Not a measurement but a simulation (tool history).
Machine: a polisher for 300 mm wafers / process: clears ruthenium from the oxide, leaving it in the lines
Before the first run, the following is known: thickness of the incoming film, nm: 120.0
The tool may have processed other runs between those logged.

run  hour  flow of slurry (ml/min)  pressure of the wafer on the pad (psi)  speed of the pad under the wafer (m/s)  overpolish time after the end point (s)  time until the end point was called (s)
  1     0                      265                                     2.6                                    1.08                                       15                                   76.779
  2   5.1                      265                                     3.1                                    1.08                                       15                                    63.03
  3   5.7                      265                                     3.1                                    1.08                                       15                                   65.036
  4    12                      260                                     2.5                                    0.98                                       15                                    86.33
  5  17.2                      260                                     2.5                                    1.16                                       15                                   73.776
  6  21.4                      255                                     2.1                                    1.04                                       15                                   96.089
  7  29.2                      255                                     1.8                                    0.96                                       15                                   120.54
  8  32.7                      255                                     1.2                                    0.92                                       15                                   186.33

For run 9, what comes out?
  9  39.2                      255                                     1.3                                    0.92                                       15                                        ?

For run 9 the tool returned time until the end point was called (s) 171.06.
